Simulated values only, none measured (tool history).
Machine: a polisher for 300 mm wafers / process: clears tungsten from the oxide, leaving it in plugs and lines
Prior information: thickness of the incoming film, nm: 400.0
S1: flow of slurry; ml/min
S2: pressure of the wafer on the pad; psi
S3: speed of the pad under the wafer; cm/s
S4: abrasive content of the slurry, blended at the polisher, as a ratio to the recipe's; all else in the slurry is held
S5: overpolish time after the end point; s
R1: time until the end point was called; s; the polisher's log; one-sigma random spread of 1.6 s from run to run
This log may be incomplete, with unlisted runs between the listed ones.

Run 1, hour 0.0: S1 305 ml/min, S2 3.2 psi, S3 130 cm/s, S4 1.0, S5 8 s. Result: R1 84.730 s.
Run 2, hour 8.0: S1 305 ml/min, S2 3.6 psi, S3 130 cm/s, S4 1.0, S5 8 s. Result: R1 76.171 s.
Run 3, hour 11.0: S1 305 ml/min, S2 3.0 psi, S3 120 cm/s, S4 1.0, S5 8 s. Result: R1 97.967 s.
Run 4, hour 14.2: S1 305 ml/min, S2 2.6 psi, S3 114 cm/s, S4 1.0, S5 8 s. Result: R1 117.170 s.
Run 5, hour 20.2: S1 305 ml/min, S2 2.3 psi, S3 110 cm/s, S4 1.0, S5 8 s. Result: R1 135.700 s.
Run 6, hour 22.8: S1 305 ml/min, S2 2.1 psi, S3 108 cm/s, S4 1.0, S5 8 s. Result: R1 149.920 s.

The next listed run, before its measurement:
Run 7, hour 25.7: S1 305 ml/min, S2 1.9 psi, S3 108 cm/s, S4 1.0, S5 8 s. Result: R1 ?.

Run 7 produced R1 165.590 s.

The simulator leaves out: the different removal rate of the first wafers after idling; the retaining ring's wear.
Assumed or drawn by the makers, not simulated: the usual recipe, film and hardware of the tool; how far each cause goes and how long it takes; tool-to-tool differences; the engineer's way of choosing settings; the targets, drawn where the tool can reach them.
